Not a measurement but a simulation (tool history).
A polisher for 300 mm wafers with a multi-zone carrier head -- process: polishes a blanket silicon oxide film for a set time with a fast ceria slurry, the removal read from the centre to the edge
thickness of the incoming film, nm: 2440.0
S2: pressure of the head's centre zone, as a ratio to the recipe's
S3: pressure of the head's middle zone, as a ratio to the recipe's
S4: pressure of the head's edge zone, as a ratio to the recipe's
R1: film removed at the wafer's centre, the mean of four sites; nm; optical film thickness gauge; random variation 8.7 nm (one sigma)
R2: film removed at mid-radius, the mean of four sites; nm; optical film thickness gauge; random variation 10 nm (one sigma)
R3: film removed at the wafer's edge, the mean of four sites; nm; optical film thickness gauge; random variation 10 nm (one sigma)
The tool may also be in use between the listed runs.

Run 1, hour 0: flow of slurry (ml/min) 265, S2 1, S3 1, S4 1, polishing time (s) 35. Result: R1 921.82 nm, R2 895.14 nm, R3 905.34 nm.
Run 2, hour 8.8: flow of slurry (ml/min) 265, S2 1, S3 0.97, S4 1, polishing time (s) 35. Result: R1 954.89 nm, R2 875.91 nm, R3 872.78 nm.
Run 3, hour 15.3: flow of slurry (ml/min) 265, S2 1, S3 0.97, S4 1, polishing time (s) 41. Result: R1 1079.3 nm, R2 1035.4 nm, R3 1059.9 nm.
Run 4, hour 23.1: flow of slurry (ml/min) 260, S2 0.97, S3 0.97, S4 1, polishing time (s) 39. Result: R1 997.34 nm, R2 971.25 nm, R3 1012.9 nm.
Run 5, hour 28.2: flow of slurry (ml/min) 260, S2 0.97, S3 1.01, S4 1, polishing time (s) 39. Result: R1 1011.3 nm, R2 1012.8 nm, R3 971.67 nm.
Run 6, hour 37: flow of slurry (ml/min) 255, S2 0.95, S3 1.01, S4 1.01, polishing time (s) 37. Result: R1 913.99 nm, R2 948.62 nm, R3 936.99 nm.
Run 7, hour 44.4: flow of slurry (ml/min) 255, S2 0.94, S3 1.01, S4 1, polishing time (s) 36. Result: R1 900.54 nm, R2 915.62 nm, R3 949.53 nm.
Run 8, hour 45.2: flow of slurry (ml/min) 255, S2 0.94, S3 1.03, S4 1, polishing time (s) 34. Result: R1 856.6 nm, R2 867.93 nm, R3 870.47 nm.

What does the tool deliver on the next run?
Run 9, hour 51.5: flow of slurry (ml/min) 255, S2 0.93, S3 1.04, S4 1, polishing time (s) 33. Result: R1 ?, R2 ?, R3 ?.

R1: 828.03 nm
R2: 851.76 nm
R3: 840.22 nm

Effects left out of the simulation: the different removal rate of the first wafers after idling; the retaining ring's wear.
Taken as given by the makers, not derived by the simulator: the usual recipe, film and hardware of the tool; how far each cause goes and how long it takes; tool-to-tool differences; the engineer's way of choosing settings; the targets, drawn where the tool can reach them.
